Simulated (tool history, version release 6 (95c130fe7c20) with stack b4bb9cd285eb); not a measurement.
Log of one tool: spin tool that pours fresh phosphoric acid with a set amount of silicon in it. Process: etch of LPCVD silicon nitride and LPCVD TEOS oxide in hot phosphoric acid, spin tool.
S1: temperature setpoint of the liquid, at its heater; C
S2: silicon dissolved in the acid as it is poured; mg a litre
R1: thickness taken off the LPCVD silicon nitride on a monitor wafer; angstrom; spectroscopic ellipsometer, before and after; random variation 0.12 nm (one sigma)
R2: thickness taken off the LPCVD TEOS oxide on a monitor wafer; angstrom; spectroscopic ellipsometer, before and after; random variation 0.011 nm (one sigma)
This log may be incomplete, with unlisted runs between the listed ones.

Run 1, hour 0.0: S1 162.0 C, S2 27.0 mg a litre, time under the liquid (s) 180. Result: R1 211.73 angstrom, R2 8.0909 angstrom.
Run 2, hour 2.2: S1 161.5 C, S2 30.0 mg a litre, time under the liquid (s) 185. Result: R1 214.31 angstrom, R2 6.8890 angstrom.
Run 3, hour 5.9: S1 161.5 C, S2 14.5 mg a litre, time under the liquid (s) 185. Result: R1 212.56 angstrom, R2 12.3090 angstrom.
Run 4, hour 13.5: S1 161.5 C, S2 2.0 mg a litre, time under the liquid (s) 185. Result: R1 211.76 angstrom, R2 14.9010 angstrom.
Run 5, hour 22.3: S1 161.0 C, S2 8.5 mg a litre, time under the liquid (s) 190. Result: R1 213.97 angstrom, R2 13.1390 angstrom.
Run 6, hour 23.3: S1 160.5 C, S2 14.0 mg a litre, time under the liquid (s) 195. Result: R1 218.27 angstrom, R2 11.5130 angstrom.
Run 7, hour 30.3: S1 160.0 C, S2 18.5 mg a litre, time under the liquid (s) 195. Result: R1 214.21 angstrom, R2 9.1443 angstrom.
Run 8, hour 37.3: S1 159.5 C, S2 22.5 mg a litre, time under the liquid (s) 195. Result: R1 210.90 angstrom, R2 7.7357 angstrom.
Run 9, hour 42.9: S1 159.0 C, S2 26.0 mg a litre, time under the liquid (s) 195. Result: R1 206.96 angstrom, R2 6.8694 angstrom.

Predict the results of run 10:
Run 10, hour 43.7: S1 158.5 C, S2 29.0 mg a litre, time under the liquid (s) 195. Result: R1 ?, R2 ?.

R1: 205.88 angstrom
R2: 6.4996 angstrom
